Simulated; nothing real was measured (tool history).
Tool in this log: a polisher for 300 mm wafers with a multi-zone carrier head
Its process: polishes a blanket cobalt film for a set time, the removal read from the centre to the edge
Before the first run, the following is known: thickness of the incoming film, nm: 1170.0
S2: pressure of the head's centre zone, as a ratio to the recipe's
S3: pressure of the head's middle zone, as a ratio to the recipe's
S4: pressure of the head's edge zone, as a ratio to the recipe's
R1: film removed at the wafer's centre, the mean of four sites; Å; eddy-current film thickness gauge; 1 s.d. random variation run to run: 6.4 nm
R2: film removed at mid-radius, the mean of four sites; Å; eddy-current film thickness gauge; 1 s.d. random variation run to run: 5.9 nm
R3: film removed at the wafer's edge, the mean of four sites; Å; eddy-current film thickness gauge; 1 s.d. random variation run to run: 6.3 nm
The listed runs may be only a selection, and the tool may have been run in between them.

run 1 hour=0 | flow_of_slurry_(ml/min)=180 S2=1 S3=1 S4=1 polishing_time_(s)=84 | R1=3442.6 R2=3519.2 R3=3324.5
run 2 hour=2.9 | flow_of_slurry_(ml/min)=180 S2=1 S3=0.93 S4=1 polishing_time_(s)=84 | R1=3346.6 R2=3335.9 R3=3484.2
run 3 hour=5.3 | flow_of_slurry_(ml/min)=180 S2=1 S3=0.93 S4=1 polishing_time_(s)=100 | R1=4035.3 R2=4099.4 R3=4080.1
run 4 hour=11.2 | flow_of_slurry_(ml/min)=180 S2=1 S3=0.93 S4=1 polishing_time_(s)=80 | R1=3176.3 R2=3105.7 R3=3278.4
run 5 hour=14.5 | flow_of_slurry_(ml/min)=185 S2=0.99 S3=0.93 S4=1.02 polishing_time_(s)=86 | R1=3529.7 R2=3428.1 R3=3559.1
run 6 hour=22.5 | flow_of_slurry_(ml/min)=185 S2=0.99 S3=0.93 S4=1.02 polishing_time_(s)=95 | R1=3829.4 R2=3845.7 R3=3906.4
run 7 hour=28.2 | flow_of_slurry_(ml/min)=185 S2=0.98 S3=0.92 S4=1.03 polishing_time_(s)=99 | R1=3978.3 R2=3855.5 R3=4163.2

Run 8 has not been measured yet. What should we expect?
run 8 hour=31.8 | flow_of_slurry_(ml/min)=185 S2=0.96 S3=0.93 S4=1.04 polishing_time_(s)=103 | R1=? R2=? R3=?

R1: 4119.8 Å
R2: 4239.2 Å
R3: 4332.1 Å

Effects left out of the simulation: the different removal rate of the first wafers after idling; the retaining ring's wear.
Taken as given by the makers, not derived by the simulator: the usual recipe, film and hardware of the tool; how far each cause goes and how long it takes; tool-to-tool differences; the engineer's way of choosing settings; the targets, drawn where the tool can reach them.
